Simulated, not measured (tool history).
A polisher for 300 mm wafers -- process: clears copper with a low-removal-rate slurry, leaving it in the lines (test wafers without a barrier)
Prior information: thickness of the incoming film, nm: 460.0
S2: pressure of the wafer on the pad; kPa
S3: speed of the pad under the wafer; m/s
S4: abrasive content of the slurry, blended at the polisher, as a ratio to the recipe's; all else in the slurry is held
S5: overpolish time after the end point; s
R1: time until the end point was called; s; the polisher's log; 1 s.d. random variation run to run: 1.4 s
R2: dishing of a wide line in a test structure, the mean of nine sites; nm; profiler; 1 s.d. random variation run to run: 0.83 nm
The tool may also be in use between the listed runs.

Run 1, day 0.000: flow of slurry (ml/min) 140, S2 17.9 kPa, S3 1.22 m/s, S4 1.0, S5 24 s. Result: R1 115.810 s, R2 46.133 nm.
Run 2, day 0.171: flow of slurry (ml/min) 140, S2 18.6 kPa, S3 1.24 m/s, S4 1.0, S5 22 s. Result: R1 112.640 s, R2 45.202 nm.
Run 3, day 0.371: flow of slurry (ml/min) 140, S2 19.3 kPa, S3 1.28 m/s, S4 1.0, S5 20 s. Result: R1 103.900 s, R2 42.053 nm.
Run 4, day 0.675: flow of slurry (ml/min) 175, S2 19.3 kPa, S3 1.28 m/s, S4 1.0, S5 20 s. Result: R1 100.990 s, R2 44.190 nm.
Run 5, day 0.750: flow of slurry (ml/min) 175, S2 20.0 kPa, S3 1.28 m/s, S4 1.0, S5 19 s. Result: R1 99.295 s, R2 43.958 nm.
Run 6, day 0.892: flow of slurry (ml/min) 140, S2 20.0 kPa, S3 1.28 m/s, S4 1.0, S5 19 s. Result: R1 100.510 s, R2 42.204 nm.
Run 7, day 0.962: flow of slurry (ml/min) 140, S2 20.7 kPa, S3 1.28 m/s, S4 1.0, S5 18 s. Result: R1 101.280 s, R2 41.536 nm.
Run 8, day 1.054: flow of slurry (ml/min) 140, S2 21.4 kPa, S3 1.30 m/s, S4 1.0, S5 17 s. Result: R1 91.758 s, R2 44.037 nm.
Run 9, day 1.154: flow of slurry (ml/min) 145, S2 24.1 kPa, S3 1.36 m/s, S4 1.0, S5 7 s. Result: R1 79.490 s, R2 25.346 nm.
Run 10, day 1.483: flow of slurry (ml/min) 145, S2 24.1 kPa, S3 1.36 m/s, S4 1.0, S5 8 s. Result: R1 79.146 s, R2 26.842 nm.
Run 11, day 1.612: flow of slurry (ml/min) 145, S2 24.1 kPa, S3 1.36 m/s, S4 1.0, S5 9 s. Result: R1 79.302 s, R2 30.228 nm.

Run 12, settings as shown, results not yet in. Your forecast:
Run 12, day 1.783: flow of slurry (ml/min) 145, S2 25.5 kPa, S3 1.36 m/s, S4 1.0, S5 11 s. Result: R1 ?, R2 ?.

R1: 77.809 s
R2: 38.379 nm
